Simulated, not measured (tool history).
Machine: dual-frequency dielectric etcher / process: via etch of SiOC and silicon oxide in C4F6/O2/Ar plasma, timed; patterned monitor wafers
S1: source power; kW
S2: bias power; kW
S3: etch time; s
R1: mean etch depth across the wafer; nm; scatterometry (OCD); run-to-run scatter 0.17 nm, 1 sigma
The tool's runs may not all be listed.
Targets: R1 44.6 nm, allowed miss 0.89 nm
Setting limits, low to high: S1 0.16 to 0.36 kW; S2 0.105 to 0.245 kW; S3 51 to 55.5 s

| run | hour | S1 | S2 | S3 | R1 |
|---|---|---|---|---|---|
| 1 | 0 | 0.26 | 0.175 | 55.5 | 52.852 |
| 2 | 4.3 | 0.26 | 0.175 | 55.5 | 52.844 |
| 3 | 8.6 | 0.25 | 0.172 | 55.5 | 51.261 |
| 4 | 17.3 | 0.25 | 0.172 | 55.5 | 51.691 |
| 5 | 24.6 | 0.24 | 0.17 | 55.5 | 50.595 |
| 6 | 32.3 | 0.24 | 0.17 | 55.5 | 50.188 |
| 7 | 33.8 | 0.23 | 0.169 | 55.5 | 48.887 |
| 8 | 42.3 | 0.21 | 0.167 | 55.5 | 46.694 |
| 9 | 50.1 | 0.21 | 0.167 | 55.5 | 46.638 |

Exercise: of the 4 proposed moves below, exactly one satisfies all targets within the stated allowed misses. Which move is it?
| A | 57.9 | 0.23 | 0.202 | 53 | ? |
| B | 57.9 | 0.24 | 0.167 | 51 | ? |
| C | 57.9 | 0.2 | 0.161 | 55.5 | ? |
| D | 57.9 | 0.21 | 0.18 | 53.5 | ? |

| move | R1 |
|---|---|
| A | 50.037 |
| B | 46.019 |
| C | 45.077 |
| D | 46.329 |
A: further off than the last run
B: nearer the targets than the last run, but a result is still out of spec
C: meets every target
D: nearer the targets than the last run, but a result is still out of spec
C is the move that brings every result within its allowed miss.
